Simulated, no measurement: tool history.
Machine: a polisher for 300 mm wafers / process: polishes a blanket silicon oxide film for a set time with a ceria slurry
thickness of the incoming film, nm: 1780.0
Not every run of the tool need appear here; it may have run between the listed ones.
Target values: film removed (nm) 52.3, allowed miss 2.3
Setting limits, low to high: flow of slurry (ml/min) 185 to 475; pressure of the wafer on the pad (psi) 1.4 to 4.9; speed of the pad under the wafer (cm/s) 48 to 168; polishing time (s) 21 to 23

run	hour	flow of slurry (ml/min)	pressure of the wafer on the pad (psi)	speed of the pad under the wafer (cm/s)	polishing time (s)	film removed (nm)
1	0	305	3.1	108	23	106.68
2	3.1	305	2.6	102	23	87.21
3	5.2	305	2.3	98	23	74.513
4	9.6	305	2.1	96	23	69.563
5	17.8	305	2.1	122	23	85.985
6	24.9	305	1.9	114	23	74.545
7	30.1	305	1.8	108	23	68.639
8	34.6	305	1.7	104	23	63.032
9	41.3	305	1.6	102	23	59.874
10	50.1	305	1.5	100	23	55.123

Which of these 5 next moves meets every target?
A	58.9	310	1.4	112	23	?
B	58.9	330	1.7	100	21	?
C	58.9	370	1.7	94	21	?
D	58.9	300	1.7	108	22	?
E	58.9	290	1.6	106	23	?

move	film removed (nm)
A	59.664
B	56.282
C	53.518
D	62.965
E	61.68
A: lands further from the targets than the last run did
B: lands further from the targets than the last run did
C: every result lands within tolerance
D: lands further from the targets than the last run did
E: lands further from the targets than the last run did
Go with C: it meets all targets.
